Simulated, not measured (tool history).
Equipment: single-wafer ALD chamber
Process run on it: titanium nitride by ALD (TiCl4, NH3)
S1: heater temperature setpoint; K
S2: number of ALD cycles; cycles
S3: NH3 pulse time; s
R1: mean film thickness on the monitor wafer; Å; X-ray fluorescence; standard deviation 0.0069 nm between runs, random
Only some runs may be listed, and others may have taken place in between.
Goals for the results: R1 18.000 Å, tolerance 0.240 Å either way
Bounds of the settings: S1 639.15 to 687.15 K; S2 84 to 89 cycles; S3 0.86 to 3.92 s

| run | day | S1 | S2 | S3 | R1 |
|---|---|---|---|---|---|
| 1 | 0.000 | 663.15 | 89 | 2.39 | 20.177 |
| 2 | 0.133 | 663.15 | 84 | 2.39 | 19.272 |
| 3 | 0.400 | 663.15 | 84 | 1.72 | 18.707 |
| 4 | 0.554 | 663.15 | 84 | 2.27 | 19.104 |
| 5 | 0.629 | 662.15 | 84 | 2.08 | 19.120 |
| 6 | 1.017 | 653.15 | 84 | 2.08 | 18.911 |
| 7 | 1.154 | 652.15 | 84 | 1.92 | 18.812 |
| 8 | 1.458 | 651.15 | 84 | 1.78 | 18.541 |
| 9 | 1.600 | 651.15 | 84 | 1.71 | 18.402 |

4 next moves are on the table. One of them brings every result within its allowed miss. Which?
| A | 1.742 | 653.15 | 84 | 1.25 | ? |
| B | 1.742 | 641.15 | 84 | 1.37 | ? |
| C | 1.742 | 641.15 | 85 | 1.55 | ? |
| D | 1.742 | 652.15 | 84 | 2.10 | ? |

| move | R1 |
|---|---|
| A | 17.407 |
| B | 17.343 |
| C | 18.032 |
| D | 18.862 |
A: pushes the last run's worst result past its target
B: pushes the last run's worst result past its target
C: hits every target within its allowed miss
D: further off than the last run
The right move is C.
